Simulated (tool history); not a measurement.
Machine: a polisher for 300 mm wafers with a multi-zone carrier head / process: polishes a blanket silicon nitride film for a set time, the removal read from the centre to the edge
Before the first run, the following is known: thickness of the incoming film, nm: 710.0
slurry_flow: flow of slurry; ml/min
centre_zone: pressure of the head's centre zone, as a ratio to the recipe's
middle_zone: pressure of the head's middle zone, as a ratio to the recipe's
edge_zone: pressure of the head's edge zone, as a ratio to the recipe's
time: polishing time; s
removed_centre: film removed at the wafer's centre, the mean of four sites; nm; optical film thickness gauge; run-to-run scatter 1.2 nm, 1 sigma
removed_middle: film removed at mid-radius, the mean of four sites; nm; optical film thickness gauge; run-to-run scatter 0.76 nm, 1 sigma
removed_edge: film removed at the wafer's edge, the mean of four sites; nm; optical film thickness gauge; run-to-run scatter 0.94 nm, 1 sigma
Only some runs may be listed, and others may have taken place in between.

Run 1, day 0: slurry_flow 315 ml/min, centre_zone 1, middle_zone 1, edge_zone 1, time 54 s. Result: removed_centre 127.65 nm, removed_middle 129.06 nm, removed_edge 127.67 nm.
Run 2, day 0.358: slurry_flow 315 ml/min, centre_zone 0.99, middle_zone 0.99, edge_zone 0.98, time 49 s. Result: removed_centre 116 nm, removed_middle 118.03 nm, removed_edge 114.74 nm.
Run 3, day 0.733: slurry_flow 315 ml/min, centre_zone 0.99, middle_zone 0.99, edge_zone 1.06, time 49 s. Result: removed_centre 112.74 nm, removed_middle 115.79 nm, removed_edge 119.58 nm.
Run 4, day 0.838: slurry_flow 315 ml/min, centre_zone 0.99, middle_zone 1.04, edge_zone 1.06, time 49 s. Result: removed_centre 114.96 nm, removed_middle 123.12 nm, removed_edge 119.07 nm.
Run 5, day 0.962: slurry_flow 315 ml/min, centre_zone 0.98, middle_zone 1.02, edge_zone 1.03, time 45 s. Result: removed_centre 106.1 nm, removed_middle 110.72 nm, removed_edge 107.06 nm.
Run 6, day 1.329: slurry_flow 315 ml/min, centre_zone 0.96, middle_zone 1, edge_zone 1.01, time 43 s. Result: removed_centre 99.475 nm, removed_middle 106.53 nm, removed_edge 101.63 nm.
Run 7, day 1.475: slurry_flow 315 ml/min, centre_zone 0.95, middle_zone 0.97, edge_zone 0.99, time 41 s. Result: removed_centre 93.384 nm, removed_middle 96.137 nm, removed_edge 96.38 nm.
Run 8, day 1.746: slurry_flow 315 ml/min, centre_zone 0.93, middle_zone 0.96, edge_zone 0.96, time 40 s. Result: removed_centre 86.832 nm, removed_middle 93.409 nm, removed_edge 93.351 nm.
Run 9, day 1.879: slurry_flow 315 ml/min, centre_zone 0.98, middle_zone 0.94, edge_zone 0.86, time 34 s. Result: removed_centre 79.219 nm, removed_middle 76.94 nm, removed_edge 75.368 nm.

Run 10 comes next. What will it give?
Run 10, day 1.95: slurry_flow 320 ml/min, centre_zone 0.97, middle_zone 0.95, edge_zone 0.87, time 34 s. Result: removed_centre ?, removed_middle ?, removed_edge ?.

Run 10 produced removed_centre 75.869 nm, removed_middle 80.461 nm, removed_edge 75.775 nm.
